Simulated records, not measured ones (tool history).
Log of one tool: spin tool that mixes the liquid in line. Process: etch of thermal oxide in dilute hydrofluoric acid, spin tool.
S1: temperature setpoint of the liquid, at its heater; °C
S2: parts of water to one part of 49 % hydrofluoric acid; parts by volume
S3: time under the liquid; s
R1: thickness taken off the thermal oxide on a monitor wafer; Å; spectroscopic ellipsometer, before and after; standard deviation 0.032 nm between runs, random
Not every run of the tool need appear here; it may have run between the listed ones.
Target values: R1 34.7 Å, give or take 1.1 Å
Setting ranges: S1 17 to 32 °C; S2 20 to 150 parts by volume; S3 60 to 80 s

Run 1, hour 0: S1 24 °C, S2 85 parts by volume, S3 80 s. Result: R1 43.49 Å.
Run 2, hour 7.5: S1 23.5 °C, S2 85 parts by volume, S3 80 s. Result: R1 42.741 Å.
Run 3, hour 14.9: S1 23 °C, S2 85 parts by volume, S3 80 s. Result: R1 41.682 Å.
Run 4, hour 23.5: S1 23 °C, S2 70 parts by volume, S3 80 s. Result: R1 51.404 Å.
Run 5, hour 29.1: S1 22.5 °C, S2 70 parts by volume, S3 80 s. Result: R1 50.901 Å.
Run 6, hour 29.9: S1 19.5 °C, S2 70 parts by volume, S3 80 s. Result: R1 44.644 Å.
Run 7, hour 32.1: S1 19 °C, S2 70 parts by volume, S3 80 s. Result: R1 43.242 Å.
Run 8, hour 34.3: S1 18 °C, S2 75 parts by volume, S3 80 s. Result: R1 39.048 Å.
Run 9, hour 41: S1 17 °C, S2 85 parts by volume, S3 80 s. Result: R1 32.668 Å.

5 next moves are on the table. One of them brings every result within its allowed miss. Which?
Run A, hour 47.7: S1 17.5 °C, S2 85 parts by volume, S3 75 s. Result: R1 ?.
Run B, hour 47.7: S1 17.5 °C, S2 80 parts by volume, S3 65 s. Result: R1 ?.
Run C, hour 47.7: S1 17 °C, S2 85 parts by volume, S3 75 s. Result: R1 ?.
Run D, hour 47.7: S1 18 °C, S2 95 parts by volume, S3 80 s. Result: R1 ?.
Run E, hour 47.7: S1 24.5 °C, S2 100 parts by volume, S3 75 s. Result: R1 ?.

move      R1
   A  31.089
   B  28.783
   C  30.436
   D  29.979
   E  34.582
A: moves away from the targets compared with the last run
B: moves away from the targets compared with the last run
C: moves away from the targets compared with the last run
D: moves away from the targets compared with the last run
E: in spec on every target
Go with E: it meets all targets.
